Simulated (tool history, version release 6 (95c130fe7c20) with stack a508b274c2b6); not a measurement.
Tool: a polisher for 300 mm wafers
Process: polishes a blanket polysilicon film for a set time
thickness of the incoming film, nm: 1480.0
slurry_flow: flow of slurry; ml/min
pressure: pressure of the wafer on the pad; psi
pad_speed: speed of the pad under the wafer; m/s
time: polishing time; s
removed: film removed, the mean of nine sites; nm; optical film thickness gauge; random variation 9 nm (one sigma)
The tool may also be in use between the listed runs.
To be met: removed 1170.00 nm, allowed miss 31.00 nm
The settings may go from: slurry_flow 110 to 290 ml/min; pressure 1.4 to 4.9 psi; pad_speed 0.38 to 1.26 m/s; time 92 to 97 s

run,hour,slurry_flow,pressure,pad_speed,time,removed
1,0.0,185,3.1,0.82,92,785.51
2,6.2,195,3.4,0.82,92,856.26
3,14.3,195,3.4,0.82,92,853.80
4,20.7,195,3.4,0.82,97,905.27
5,26.7,195,3.4,0.98,97,1068.10
6,29.6,195,3.4,0.98,92,1000.70
7,33.2,195,3.5,0.98,92,1037.90
8,38.4,195,3.6,0.98,92,1085.40
9,41.0,195,3.7,0.98,92,1095.20
10,42.2,195,3.8,0.98,92,1120.40
11,50.2,200,3.8,0.98,92,1130.50

5 next moves are on the table. One of them brings every result within its allowed miss. Which?
A,58.2,215,4.6,0.80,92,?
B,58.2,190,3.7,1.04,93,?
C,58.2,255,3.4,1.02,92,?
D,58.2,225,4.0,0.90,92,?
E,58.2,210,3.7,0.94,93,?

move,removed
A,1094.20
B,1167.90
C,1097.00
D,1095.50
E,1073.00
A: further off than the last run
B: meets every target
C: further off than the last run
D: further off than the last run
E: further off than the last run
Answer: B
